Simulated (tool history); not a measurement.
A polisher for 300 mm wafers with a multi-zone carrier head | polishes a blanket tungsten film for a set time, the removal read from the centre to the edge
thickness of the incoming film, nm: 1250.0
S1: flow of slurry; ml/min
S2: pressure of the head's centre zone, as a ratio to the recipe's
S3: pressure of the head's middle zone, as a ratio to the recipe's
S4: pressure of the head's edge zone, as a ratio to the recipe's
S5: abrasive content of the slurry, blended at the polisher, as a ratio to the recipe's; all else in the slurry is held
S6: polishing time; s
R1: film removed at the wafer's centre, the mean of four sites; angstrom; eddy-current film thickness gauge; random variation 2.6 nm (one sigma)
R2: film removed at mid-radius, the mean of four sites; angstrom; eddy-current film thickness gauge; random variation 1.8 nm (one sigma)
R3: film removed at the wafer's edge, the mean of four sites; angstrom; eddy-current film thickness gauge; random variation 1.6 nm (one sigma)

run	hour	S1	S2	S3	S4	S5	S6	R1	R2	R3
1	0	305	1	1	1	1	35	2124.6	2085.2	2133.2
2	8.3	305	1	1.05	1	1	35	2181.3	2202.3	2133.8
3	12.9	305	1	1.05	1	1	30	1836.3	1849.6	1841.3
4	15.9	305	1	1.05	1	1.1	30	1928.3	1920.7	1862.2
5	17.3	305	1	1.05	1	1.1	38	2380.8	2397.5	2357.3
6	20.9	255	1	1.05	1	1.1	38	2252.6	2342.5	2333.2
7	23.8	260	0.98	1.05	0.96	0.9	37	2135.6	2201.3	2157.5
8	29.9	255	0.94	1.06	0.93	0.8	36	1930.3	2144	2035.7
9	35.5	250	0.93	1.05	0.91	0.75	36	1888.9	2112.2	2005.4

Forecast run 10:
10	41.3	245	0.9	1.02	0.85	0.55	35	?	?	?

{"run 10": {"R1": 1775.3, "R2": 1911.7, "R3": 1835}}
